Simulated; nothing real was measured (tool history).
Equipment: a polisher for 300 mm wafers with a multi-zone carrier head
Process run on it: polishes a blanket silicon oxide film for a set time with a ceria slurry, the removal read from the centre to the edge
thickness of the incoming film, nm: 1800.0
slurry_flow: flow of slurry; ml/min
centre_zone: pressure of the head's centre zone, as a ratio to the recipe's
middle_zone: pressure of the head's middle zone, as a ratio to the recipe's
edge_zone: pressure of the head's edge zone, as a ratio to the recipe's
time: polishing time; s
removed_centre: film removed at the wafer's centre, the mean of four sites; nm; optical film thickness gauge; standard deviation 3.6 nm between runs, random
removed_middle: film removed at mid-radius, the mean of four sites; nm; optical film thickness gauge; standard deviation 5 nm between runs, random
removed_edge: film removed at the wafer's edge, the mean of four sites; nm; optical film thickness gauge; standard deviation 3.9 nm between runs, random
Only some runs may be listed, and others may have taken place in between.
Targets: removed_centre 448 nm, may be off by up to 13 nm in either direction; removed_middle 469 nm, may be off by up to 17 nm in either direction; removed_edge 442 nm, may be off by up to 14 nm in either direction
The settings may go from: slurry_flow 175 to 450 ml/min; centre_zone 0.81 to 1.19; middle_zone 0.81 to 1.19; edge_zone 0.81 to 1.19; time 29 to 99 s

run  hour  slurry_flow  centre_zone  middle_zone  edge_zone  time  removed_centre  removed_middle  removed_edge
  1     0          290            1            1          1    64          333.28          331.07        333.81
  2   7.4          290            1         1.08          1    64          332.18          356.91        333.91
  3   8.9          290            1         1.08       0.94    64          329.96          351.98        319.79
  4  16.6          290            1         1.08       0.94    51          265.55          283.99        257.07
  5  22.7          300         1.03          1.1          1    57           304.3          319.08        289.86
  6  30.1          300         1.03          1.1          1    50           266.3          278.14        260.56
  7  35.5          335         1.04         1.11        1.1    68          375.12          383.71        367.35
  8  39.6          335         1.04         1.12       1.11    71          394.28          405.23        380.91
  9  48.4          335         1.04         1.12       1.12    73          394.87          417.62        398.88
 10  54.3          340         1.05         1.13       1.13    75          413.77          429.71        414.81
 11  56.5          350         1.06         1.14       1.14    76          429.31          437.32        411.14
 12  57.1          355         1.06         1.14       1.15    77          432.47          443.65        431.44
 13  60.1          390         1.08         1.19       1.16    77          441.07          466.96        425.71

Which single option among these 5 for the next run brings every result within its allowed miss of target? Just one does.
  A  63.1          390         1.11         1.19       1.05    76               ?               ?             ?
  B  63.1          445         1.06         1.15       1.19    79               ?               ?             ?
  C  63.1          335         0.99         1.04       1.19    84               ?               ?             ?
  D  63.1          415         1.01         1.19       1.11    78               ?               ?             ?
  E  63.1          395         1.07         1.19       1.06    74               ?               ?             ?

move  removed_centre  removed_middle  removed_edge
   A          450.23          455.74        402.73
   B          451.34          465.24        442.16
   C          436.86          446.71        462.79
   D          422.31          470.12        423.34
   E          422.93          444.27        393.77
A: its largest miss is bigger than the last run's
B: each result inside its tolerance
C: the result that was furthest off in the last run now lies on the other side of its target
D: its largest miss is bigger than the last run's
E: its largest miss is bigger than the last run's
Go with B: it meets all targets.
